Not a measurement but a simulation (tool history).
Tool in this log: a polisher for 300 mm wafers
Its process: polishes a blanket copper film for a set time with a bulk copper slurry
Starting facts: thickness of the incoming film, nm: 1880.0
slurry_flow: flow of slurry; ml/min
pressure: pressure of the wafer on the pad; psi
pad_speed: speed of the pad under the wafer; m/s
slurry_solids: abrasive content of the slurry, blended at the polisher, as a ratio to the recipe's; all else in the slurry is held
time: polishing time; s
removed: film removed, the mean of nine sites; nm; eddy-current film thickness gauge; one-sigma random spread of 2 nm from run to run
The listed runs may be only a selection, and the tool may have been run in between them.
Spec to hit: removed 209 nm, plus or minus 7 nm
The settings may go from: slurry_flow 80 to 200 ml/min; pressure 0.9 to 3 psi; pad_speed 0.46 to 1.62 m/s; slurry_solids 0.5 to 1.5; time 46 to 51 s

Run 1, hour 0: slurry_flow 130 ml/min, pressure 1.9 psi, pad_speed 1.04 m/s, slurry_solids 1, time 51 s. Result: removed 373.23 nm.
Run 2, hour 8: slurry_flow 130 ml/min, pressure 1.8 psi, pad_speed 1.04 m/s, slurry_solids 1, time 51 s. Result: removed 358.94 nm.
Run 3, hour 16.8: slurry_flow 130 ml/min, pressure 1.8 psi, pad_speed 1.04 m/s, slurry_solids 1.1, time 51 s. Result: removed 366.59 nm.
Run 4, hour 20.2: slurry_flow 130 ml/min, pressure 1.7 psi, pad_speed 1.04 m/s, slurry_solids 1.1, time 51 s. Result: removed 340.5 nm.
Run 5, hour 25.7: slurry_flow 130 ml/min, pressure 1.7 psi, pad_speed 1.04 m/s, slurry_solids 1.1, time 46 s. Result: removed 312.7 nm.
Run 6, hour 27.3: slurry_flow 130 ml/min, pressure 1.6 psi, pad_speed 1.04 m/s, slurry_solids 1.1, time 46 s. Result: removed 294.3 nm.
Run 7, hour 33.3: slurry_flow 110 ml/min, pressure 1 psi, pad_speed 1.02 m/s, slurry_solids 1.1, time 46 s. Result: removed 176.34 nm.
Run 8, hour 34.5: slurry_flow 115 ml/min, pressure 1 psi, pad_speed 1.02 m/s, slurry_solids 1.1, time 46 s. Result: removed 176.89 nm.
Run 9, hour 39.5: slurry_flow 120 ml/min, pressure 1 psi, pad_speed 1.02 m/s, slurry_solids 1.1, time 46 s. Result: removed 178.15 nm.
Run 10, hour 44.2: slurry_flow 125 ml/min, pressure 1 psi, pad_speed 1.02 m/s, slurry_solids 1.1, time 46 s. Result: removed 183.74 nm.
Run 11, hour 52.7: slurry_flow 130 ml/min, pressure 1 psi, pad_speed 1.02 m/s, slurry_solids 1.1, time 46 s. Result: removed 185.63 nm.
Run 12, hour 56.3: slurry_flow 135 ml/min, pressure 1 psi, pad_speed 1.02 m/s, slurry_solids 1.1, time 46 s. Result: removed 184.87 nm.
Run 13, hour 61.1: slurry_flow 140 ml/min, pressure 1 psi, pad_speed 1.02 m/s, slurry_solids 1.1, time 46 s. Result: removed 184.36 nm.

Below are 4 possible settings for the next run. Only one of them brings all results inside the allowed miss of their targets. Which is it?
Run A, hour 65.9: slurry_flow 140 ml/min, pressure 0.9 psi, pad_speed 1.08 m/s, slurry_solids 1.2, time 48 s. Result: removed ?.
Run B, hour 65.9: slurry_flow 145 ml/min, pressure 1.2 psi, pad_speed 1.02 m/s, slurry_solids 1.05, time 47 s. Result: removed ?.
Run C, hour 65.9: slurry_flow 140 ml/min, pressure 1 psi, pad_speed 1.04 m/s, slurry_solids 1.1, time 51 s. Result: removed ?.
Run D, hour 65.9: slurry_flow 155 ml/min, pressure 1.1 psi, pad_speed 0.94 m/s, slurry_solids 1.15, time 46 s. Result: removed ?.

move  removed
   A   188.51
   B   227.64
   C   211.27
   D   196.14
A: better than the last run, though not everything is in spec
B: carries the result that was furthest off beyond its target, to the other side
C: hits every target within its allowed miss
D: better than the last run, though not everything is in spec
Correct choice: C, which meets every target
